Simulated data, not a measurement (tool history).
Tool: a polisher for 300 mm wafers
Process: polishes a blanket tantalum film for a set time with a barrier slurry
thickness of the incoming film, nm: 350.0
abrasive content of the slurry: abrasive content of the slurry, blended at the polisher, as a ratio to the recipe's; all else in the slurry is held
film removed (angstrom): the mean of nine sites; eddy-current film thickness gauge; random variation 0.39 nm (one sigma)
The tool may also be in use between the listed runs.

run	hour	flow of slurry (ml/min)	pressure of the wafer on the pad (kPa)	speed of the pad under the wafer (cm/s)	abrasive content of the slurry	polishing time (s)	film removed (angstrom)
1	0.0	190	9.0	76	1.0	65	478.39
2	5.6	190	8.3	76	1.0	65	458.32
3	9.8	190	8.3	76	1.0	65	441.63
4	14.0	190	7.6	76	1.0	65	421.02
5	21.9	190	7.6	60	1.0	65	332.43
6	25.8	190	7.6	60	1.0	68	341.10
7	31.7	190	7.6	60	1.0	68	339.64

Run 8 comes next. What will it give?
8	33.9	190	7.6	60	1.0	68	?

{"run 8": {"film removed (angstrom)": 342.2}}

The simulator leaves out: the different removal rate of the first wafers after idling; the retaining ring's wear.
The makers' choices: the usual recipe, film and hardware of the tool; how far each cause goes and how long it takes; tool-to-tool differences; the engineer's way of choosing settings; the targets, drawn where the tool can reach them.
